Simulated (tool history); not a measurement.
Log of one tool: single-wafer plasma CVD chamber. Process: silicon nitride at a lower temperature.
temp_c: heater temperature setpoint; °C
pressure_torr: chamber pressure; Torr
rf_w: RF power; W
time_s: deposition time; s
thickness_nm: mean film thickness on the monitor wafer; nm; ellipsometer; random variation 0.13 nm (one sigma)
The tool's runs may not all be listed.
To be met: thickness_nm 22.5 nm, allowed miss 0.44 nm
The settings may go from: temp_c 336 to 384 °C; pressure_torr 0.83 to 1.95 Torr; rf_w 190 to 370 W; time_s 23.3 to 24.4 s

{"run": 1, "hour": 0.0, "temp_c": 360, "pressure_torr": 1.39, "rf_w": 280, "time_s": 24.4, "thickness_nm": 25.538}
{"run": 2, "hour": 1.2, "temp_c": 360, "pressure_torr": 1.3, "rf_w": 275, "time_s": 24.4, "thickness_nm": 25.206}
{"run": 3, "hour": 8.5, "temp_c": 360, "pressure_torr": 1.3, "rf_w": 275, "time_s": 23.3, "thickness_nm": 23.941}
{"run": 4, "hour": 12.3, "temp_c": 364, "pressure_torr": 1.3, "rf_w": 275, "time_s": 23.3, "thickness_nm": 23.834}
{"run": 5, "hour": 19.9, "temp_c": 364, "pressure_torr": 1.3, "rf_w": 275, "time_s": 23.3, "thickness_nm": 23.707}
{"run": 6, "hour": 21.7, "temp_c": 365, "pressure_torr": 1.27, "rf_w": 275, "time_s": 23.3, "thickness_nm": 23.397}
{"run": 7, "hour": 30.0, "temp_c": 366, "pressure_torr": 1.25, "rf_w": 275, "time_s": 23.3, "thickness_nm": 23.319}
{"run": 8, "hour": 35.5, "temp_c": 367, "pressure_torr": 1.23, "rf_w": 275, "time_s": 23.3, "thickness_nm": 23.435}
{"run": 9, "hour": 43.4, "temp_c": 367, "pressure_torr": 1.2, "rf_w": 275, "time_s": 23.3, "thickness_nm": 22.935}

Which of these 5 next moves meets every target?
{"run": "A", "hour": 51.3, "temp_c": 368, "pressure_torr": 1.25, "rf_w": 280, "time_s": 23.5, "thickness_nm": "?"}
{"run": "B", "hour": 51.3, "temp_c": 374, "pressure_torr": 1.31, "rf_w": 250, "time_s": 24.4, "thickness_nm": "?"}
{"run": "C", "hour": 51.3, "temp_c": 362, "pressure_torr": 1.05, "rf_w": 310, "time_s": 24.4, "thickness_nm": "?"}
{"run": "D", "hour": 51.3, "temp_c": 372, "pressure_torr": 1.17, "rf_w": 285, "time_s": 24.2, "thickness_nm": "?"}
{"run": "E", "hour": 51.3, "temp_c": 367, "pressure_torr": 1.11, "rf_w": 280, "time_s": 23.3, "thickness_nm": "?"}

move=A thickness_nm=23.822
move=B thickness_nm=24.023
move=C thickness_nm=23.803
move=D thickness_nm=23.937
move=E thickness_nm=22.363
A: further off than the last run
B: further off than the last run
C: further off than the last run
D: further off than the last run
E: meets every target
The right move is E.
